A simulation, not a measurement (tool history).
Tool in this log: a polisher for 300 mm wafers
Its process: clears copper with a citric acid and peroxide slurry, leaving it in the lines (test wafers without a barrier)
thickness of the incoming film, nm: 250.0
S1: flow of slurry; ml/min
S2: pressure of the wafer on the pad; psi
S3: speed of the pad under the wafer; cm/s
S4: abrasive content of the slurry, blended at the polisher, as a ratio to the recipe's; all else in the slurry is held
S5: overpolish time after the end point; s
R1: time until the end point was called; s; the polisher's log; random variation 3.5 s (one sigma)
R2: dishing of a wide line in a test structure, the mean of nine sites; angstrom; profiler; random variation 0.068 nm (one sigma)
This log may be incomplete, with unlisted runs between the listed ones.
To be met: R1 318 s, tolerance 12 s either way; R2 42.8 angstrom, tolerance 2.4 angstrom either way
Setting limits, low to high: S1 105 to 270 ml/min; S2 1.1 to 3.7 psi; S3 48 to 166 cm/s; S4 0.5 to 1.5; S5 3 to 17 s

run,hour,S1,S2,S3,S4,S5,R1,R2
1,0,175,2.4,106,1,9,151.99,97.564
2,5.9,175,1.8,106,1,9,187.17,80.268
3,12.6,175,1.7,100,1,9,207.58,72.92
4,20.5,205,1.7,100,1,9,201.8,74.123
5,21.5,225,1.7,100,1,9,196.67,77.741
6,29.6,225,1.7,100,1.15,9,194.44,77.716
7,33.3,220,1.6,94,1.15,9,215.26,70.224
8,39.3,215,1.5,90,1.15,9,233.31,66.324
9,47.8,210,1.4,86,1.15,9,254.28,58.886
10,48.9,205,1.3,84,1.15,9,278.98,53.909

Which single option among these 4 for the next run brings every result within its allowed miss of target? Just one does.
A,50,215,1.4,92,0.85,7,?,?
B,50,185,1.3,74,1.1,8,?,?
C,50,265,1.1,74,1,15,?,?
D,50,175,1.3,72,1.15,11,?,?

move,R1,R2
A,253.29,46.658
B,316.97,42.702
C,343.75,72.32
D,324.86,56.79
A: misses by more than the last run did
B: all results land within tolerance of their targets
C: misses by more than the last run did
D: misses by more than the last run did
Move B is the one to make.
